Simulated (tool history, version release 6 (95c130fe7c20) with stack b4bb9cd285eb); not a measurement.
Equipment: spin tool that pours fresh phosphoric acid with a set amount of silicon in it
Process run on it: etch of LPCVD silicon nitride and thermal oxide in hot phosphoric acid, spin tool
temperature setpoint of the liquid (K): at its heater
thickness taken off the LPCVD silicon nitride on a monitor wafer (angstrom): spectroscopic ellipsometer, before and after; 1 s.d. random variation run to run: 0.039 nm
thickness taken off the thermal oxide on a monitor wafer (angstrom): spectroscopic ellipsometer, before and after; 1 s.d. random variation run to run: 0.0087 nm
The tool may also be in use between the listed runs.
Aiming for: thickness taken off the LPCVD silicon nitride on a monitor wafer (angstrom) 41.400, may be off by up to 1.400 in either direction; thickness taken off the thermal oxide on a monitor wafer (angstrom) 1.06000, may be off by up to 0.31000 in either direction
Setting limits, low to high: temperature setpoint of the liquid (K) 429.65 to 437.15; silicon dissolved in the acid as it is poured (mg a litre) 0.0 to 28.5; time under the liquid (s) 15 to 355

run	hour	temperature setpoint of the liquid (K)	silicon dissolved in the acid as it is poured (mg a litre)	time under the liquid (s)	thickness taken off the LPCVD silicon nitride on a monitor wafer (angstrom)	thickness taken off the thermal oxide on a monitor wafer (angstrom)
1	0.0	432.15	12.5	180	132.640	4.37050
2	4.2	431.65	15.0	140	100.980	2.93320
3	8.2	431.15	17.0	110	77.396	1.88340
4	16.7	430.15	17.0	110	74.495	1.73620
5	22.2	431.15	17.0	110	77.960	2.29050
6	24.5	431.15	17.0	30	21.466	0.55726
7	30.7	431.65	20.0	35	24.804	0.64604
8	36.5	431.65	21.5	45	31.380	0.74435
9	40.0	432.15	23.0	50	35.926	0.86896
10	40.9	432.15	23.0	50	36.317	0.78223
11	42.2	434.65	20.0	60	47.293	1.48090
12	49.0	434.15	20.5	60	46.717	1.19910
13	57.0	433.65	20.0	60	46.095	1.25770
14	60.4	431.15	23.0	50	35.143	0.86772

Below are 4 possible settings for the next run. Only one of them brings all results inside the allowed miss of their targets. Which is it?
A	63.8	430.65	28.5	55	?	?
B	63.8	429.65	28.5	70	?	?
C	63.8	432.65	24.0	60	?	?
D	63.8	433.65	20.0	55	?	?

move	thickness taken off the LPCVD silicon nitride on a monitor wafer (angstrom)	thickness taken off the thermal oxide on a monitor wafer (angstrom)
A	38.207	0.75791
B	47.000	0.89479
C	44.598	1.12290
D	42.277	1.25150
A: gains on the last run, yet a result remains outside its allowed miss
B: carries the result that was furthest off beyond its target, to the other side
C: carries the result that was furthest off beyond its target, to the other side
D: each result inside its tolerance
Go with D: it meets all targets.

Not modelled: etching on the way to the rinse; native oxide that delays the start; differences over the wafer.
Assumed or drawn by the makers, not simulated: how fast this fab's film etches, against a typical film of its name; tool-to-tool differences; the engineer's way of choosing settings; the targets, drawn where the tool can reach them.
